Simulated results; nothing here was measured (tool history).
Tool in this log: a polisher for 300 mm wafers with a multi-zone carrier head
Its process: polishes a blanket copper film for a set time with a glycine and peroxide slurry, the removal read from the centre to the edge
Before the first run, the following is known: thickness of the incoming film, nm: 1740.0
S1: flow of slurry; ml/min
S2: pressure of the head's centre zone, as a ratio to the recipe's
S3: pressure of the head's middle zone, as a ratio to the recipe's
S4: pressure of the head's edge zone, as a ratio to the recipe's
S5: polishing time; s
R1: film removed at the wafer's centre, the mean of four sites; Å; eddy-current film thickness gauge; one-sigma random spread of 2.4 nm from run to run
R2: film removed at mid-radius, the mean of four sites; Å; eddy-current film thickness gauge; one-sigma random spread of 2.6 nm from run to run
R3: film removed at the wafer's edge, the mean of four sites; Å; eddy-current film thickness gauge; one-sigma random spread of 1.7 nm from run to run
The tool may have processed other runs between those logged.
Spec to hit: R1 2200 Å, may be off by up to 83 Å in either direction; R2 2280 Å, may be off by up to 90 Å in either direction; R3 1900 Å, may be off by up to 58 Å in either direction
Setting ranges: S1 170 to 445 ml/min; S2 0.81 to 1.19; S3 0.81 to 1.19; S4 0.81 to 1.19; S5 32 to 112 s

| run | hour | S1 | S2 | S3 | S4 | S5 | R1 | R2 | R3 |
|---|---|---|---|---|---|---|---|---|---|
| 1 | 0 | 285 | 1 | 1 | 1 | 72 | 3094.9 | 3249.5 | 3213.4 |
| 2 | 8.8 | 290 | 1.03 | 1.03 | 0.95 | 62 | 2745.4 | 2798.2 | 2676.5 |
| 3 | 11.5 | 290 | 1.08 | 1.03 | 0.95 | 62 | 2900.3 | 2874.6 | 2732.7 |
| 4 | 20.1 | 290 | 1.08 | 1.03 | 1.02 | 62 | 2926.8 | 2818.8 | 2790.9 |
| 5 | 23.2 | 290 | 1.08 | 1.03 | 1.02 | 45 | 2095.6 | 2006.6 | 1974.7 |
| 6 | 25.7 | 290 | 1.02 | 1.03 | 1.02 | 45 | 1979.1 | 2051.8 | 2008.7 |
| 7 | 28.6 | 305 | 1.05 | 1.07 | 0.98 | 44 | 2008.2 | 2062.6 | 1966.3 |
| 8 | 31 | 295 | 1.08 | 1.11 | 0.93 | 44 | 2031.1 | 2138.4 | 1892.1 |
| 9 | 35 | 335 | 1.16 | 1.17 | 0.92 | 45 | 2290.5 | 2325.3 | 1938.7 |
| 10 | 36.2 | 330 | 1.15 | 1.17 | 0.92 | 45 | 2289.6 | 2356.6 | 1941.9 |

Which of these 5 next moves meets every target?
| A | 37.4 | 305 | 1.03 | 1.19 | 0.94 | 44 | ? | ? | ? |
| B | 37.4 | 285 | 1.05 | 1.08 | 0.9 | 45 | ? | ? | ? |
| C | 37.4 | 320 | 1.12 | 1.17 | 0.89 | 45 | ? | ? | ? |
| D | 37.4 | 380 | 1.19 | 1.19 | 0.81 | 45 | ? | ? | ? |
| E | 37.4 | 295 | 1.1 | 1.11 | 0.9 | 42 | ? | ? | ? |

| move | R1 | R2 | R3 |
|---|---|---|---|
| A | 1964 | 2248.6 | 1881.6 |
| B | 2022.8 | 2098.5 | 1874.4 |
| C | 2202.2 | 2282 | 1886.6 |
| D | 2400.3 | 2366.9 | 1839.1 |
| E | 1990.8 | 2014 | 1755.6 |
A: moves the result that the last run missed by most past its target, out the other side
B: moves the result that the last run missed by most past its target, out the other side
C: every result within its allowed miss
D: lands further from the targets than the last run did
E: moves the result that the last run missed by most past its target, out the other side
C is the move that brings every result within its allowed miss.
